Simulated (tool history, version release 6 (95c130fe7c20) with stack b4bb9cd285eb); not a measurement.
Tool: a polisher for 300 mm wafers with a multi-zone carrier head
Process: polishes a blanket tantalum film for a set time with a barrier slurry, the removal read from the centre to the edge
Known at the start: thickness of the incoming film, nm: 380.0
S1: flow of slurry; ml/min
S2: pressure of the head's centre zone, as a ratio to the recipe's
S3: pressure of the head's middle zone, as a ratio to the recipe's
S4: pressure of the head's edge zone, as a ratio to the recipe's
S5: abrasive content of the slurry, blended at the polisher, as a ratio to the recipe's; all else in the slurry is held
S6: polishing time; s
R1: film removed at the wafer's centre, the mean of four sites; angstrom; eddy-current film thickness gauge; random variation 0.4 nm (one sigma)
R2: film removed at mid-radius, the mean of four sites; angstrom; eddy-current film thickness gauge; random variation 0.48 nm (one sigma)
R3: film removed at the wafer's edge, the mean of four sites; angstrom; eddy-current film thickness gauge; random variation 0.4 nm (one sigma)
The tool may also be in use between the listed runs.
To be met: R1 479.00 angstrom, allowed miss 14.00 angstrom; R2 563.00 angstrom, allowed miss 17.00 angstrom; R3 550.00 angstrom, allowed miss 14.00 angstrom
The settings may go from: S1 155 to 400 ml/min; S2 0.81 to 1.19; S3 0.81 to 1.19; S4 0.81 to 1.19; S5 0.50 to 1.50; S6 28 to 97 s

run	hour	S1	S2	S3	S4	S5	S6	R1	R2	R3
1	0.0	255	1.00	1.00	1.00	1.00	62	807.34	795.11	814.80
2	1.1	250	0.97	1.00	0.98	0.95	61	772.95	784.09	782.38
3	1.7	245	0.95	1.00	0.98	0.90	59	716.63	751.79	747.36
4	6.2	240	0.93	0.99	0.97	0.85	58	690.69	712.89	706.91
5	14.9	235	0.91	0.99	0.98	0.80	57	638.94	682.29	695.77
6	16.5	255	0.91	0.99	0.98	0.80	57	649.22	677.01	705.08
7	18.0	245	0.90	0.99	0.97	0.75	56	618.69	649.46	680.98
8	22.1	235	0.89	1.00	0.96	0.70	55	575.50	626.08	647.33
9	23.8	230	0.88	1.00	0.94	0.70	55	570.20	634.78	633.75
10	29.4	225	0.87	0.99	0.93	0.65	55	550.56	600.80	619.96
11	30.0	220	0.86	0.99	0.92	0.65	55	554.77	610.16	611.95
12	39.0	215	0.85	0.99	0.92	0.65	55	535.01	609.53	601.17
13	44.6	210	0.84	0.99	0.92	0.65	55	534.58	600.51	608.05
14	52.2	195	0.81	1.02	0.86	0.50	52	442.60	532.72	503.07
15	55.8	265	0.83	1.02	0.94	0.50	51	464.59	555.89	540.19

5 next moves are on the table. One of them brings every result within its allowed miss. Which?
A	59.4	295	0.90	1.03	0.90	0.55	48	?	?	?
B	59.4	250	0.82	1.05	0.93	0.50	49	?	?	?
C	59.4	230	0.83	1.00	0.89	0.50	52	?	?	?
D	59.4	235	0.84	1.05	0.97	0.55	51	?	?	?
E	59.4	260	0.89	1.09	0.94	0.60	47	?	?	?

move	R1	R2	R3
A	492.62	536.71	512.90
B	439.36	529.45	507.39
C	465.22	533.09	523.57
D	477.68	564.01	552.54
E	483.62	559.09	520.85
A: brings the result that was furthest off to its target, and leaves another outside
B: further off than the last run
C: brings the result that was furthest off to its target, and leaves another outside
D: meets every target
E: brings the result that was furthest off to its target, and leaves another outside
Answer: D

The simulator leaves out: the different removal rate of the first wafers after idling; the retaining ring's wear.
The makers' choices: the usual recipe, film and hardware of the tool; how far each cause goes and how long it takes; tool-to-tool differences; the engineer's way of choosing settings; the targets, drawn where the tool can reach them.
